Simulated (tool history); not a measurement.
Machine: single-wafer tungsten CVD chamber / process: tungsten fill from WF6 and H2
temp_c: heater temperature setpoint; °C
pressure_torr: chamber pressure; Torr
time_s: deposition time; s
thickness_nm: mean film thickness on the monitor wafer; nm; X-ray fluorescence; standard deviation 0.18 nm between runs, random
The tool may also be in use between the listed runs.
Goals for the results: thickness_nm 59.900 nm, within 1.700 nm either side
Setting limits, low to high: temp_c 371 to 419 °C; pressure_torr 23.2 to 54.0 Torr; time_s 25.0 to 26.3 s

run    day  temp_c  pressure_torr  time_s  thickness_nm
  1  0.000     395           38.6    26.3        82.500
  2  0.062     395           32.1    26.3        75.231
  3  0.425     393           32.0    26.3        72.633
  4  0.504     393           25.9    26.3        64.990
  5  0.817     392           25.9    26.3        64.072
  6  1.012     391           25.9    26.3        63.166
  7  1.388     390           25.9    26.3        61.944
     1.558  -- thermocouple changed; heater temperature recalibrated
  8  1.558     389           25.8    26.3        56.844
  9  1.871     390           25.8    26.3        58.069

Consider the 5 candidate settings below. Which is the only one whose results all fall within their allowed miss of target?
  A  2.183     394           23.2    25.5             ?
  B  2.183     392           29.2    25.0             ?
  C  2.183     389           24.9    26.3             ?
  D  2.183     390           23.4    25.9             ?
  E  2.183     382           30.7    26.2             ?

move  thickness_nm
   A        56.853
   B        60.799
   C        55.999
   D        54.268
   E        55.061
A: moves away from the targets compared with the last run
B: each result inside its tolerance
C: moves away from the targets compared with the last run
D: moves away from the targets compared with the last run
E: moves away from the targets compared with the last run
So the answer is move B, the one that meets all the targets.

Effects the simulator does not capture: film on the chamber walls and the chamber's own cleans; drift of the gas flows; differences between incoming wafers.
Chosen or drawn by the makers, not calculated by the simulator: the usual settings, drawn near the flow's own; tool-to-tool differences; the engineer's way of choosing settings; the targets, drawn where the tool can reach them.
